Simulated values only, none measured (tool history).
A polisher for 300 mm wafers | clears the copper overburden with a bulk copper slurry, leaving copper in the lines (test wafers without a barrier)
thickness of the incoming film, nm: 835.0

run	hour	flow of slurry (ml/min)	pressure of the wafer on the pad (kPa)	speed of the pad under the wafer (cm/s)	abrasive content of the slurry	overpolish time after the end point (s)	time until the end point was called (s)	dishing of a wide line in a test structure (nm)
1	0	195	20.7	92	1	29	84.892	75.02
2	2	195	20.7	82	1	29	92.627	71.883
3	8.1	235	20.7	82	1	29	92.056	73.291
4	9.7	210	17.9	78	1.1	24	110.25	62.217
5	17.9	190	15.9	76	1.2	21	125.35	56.188
6	21.9	175	14.5	76	1.25	18	134.48	48.304
7	29.3	160	13.1	78	1.3	16	150.34	42.001
8	34.7	150	12.4	82	1.35	14	145.58	37.979
9	39.3	145	11.7	84	1.35	13	157.83	35.702
10	44.2	140	11.7	86	1.35	12	153.32	33.282
11	50.2	115	10.3	92	1.35	9	167.82	25.189
12	52.1	125	10.3	92	1.35	9	164.85	25.851
13	57.4	135	10.3	92	1.35	9	167.42	26.669
14	60.9	145	10.3	92	1.35	9	162.79	26.12

Run 15 comes next. What will it give?
15	62.2	145	10.3	90	1.35	9	?	?

Run 15 gave time until the end point was called (s) 163.8, dishing of a wide line in a test structure (nm) 26.192.
